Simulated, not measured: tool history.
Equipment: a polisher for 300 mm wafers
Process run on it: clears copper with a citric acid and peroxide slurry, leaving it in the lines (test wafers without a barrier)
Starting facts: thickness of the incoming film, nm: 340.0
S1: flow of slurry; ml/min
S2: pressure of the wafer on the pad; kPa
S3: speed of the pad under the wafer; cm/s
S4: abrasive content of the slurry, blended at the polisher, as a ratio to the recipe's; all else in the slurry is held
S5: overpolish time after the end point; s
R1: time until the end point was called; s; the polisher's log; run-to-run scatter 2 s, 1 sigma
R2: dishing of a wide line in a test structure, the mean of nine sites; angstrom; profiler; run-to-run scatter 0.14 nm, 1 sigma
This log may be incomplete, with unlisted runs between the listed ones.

run,hour,S1,S2,S3,S4,S5,R1,R2
1,0,265,22.8,120,1,21,96.536,342.91
2,2.1,265,22.8,138,1,21,83.008,359.92
3,2.8,200,22.8,138,1,21,88.26,359.51
4,7.3,275,18.6,118,0.85,16,115.87,252.08
5,13.9,235,18.6,118,0.85,16,116.01,249.39
# hour 19.1: head pressure recalibrated
6,19.1,210,15.9,104,0.75,13,154.08,171.96
7,19.7,195,13.8,100,0.65,11,175.32,131.95

What does the tool deliver on the next run?
8,25.3,195,13.8,100,0.65,11,?,?

Run 8 gave R1 177.9 s, R2 131.61 angstrom.

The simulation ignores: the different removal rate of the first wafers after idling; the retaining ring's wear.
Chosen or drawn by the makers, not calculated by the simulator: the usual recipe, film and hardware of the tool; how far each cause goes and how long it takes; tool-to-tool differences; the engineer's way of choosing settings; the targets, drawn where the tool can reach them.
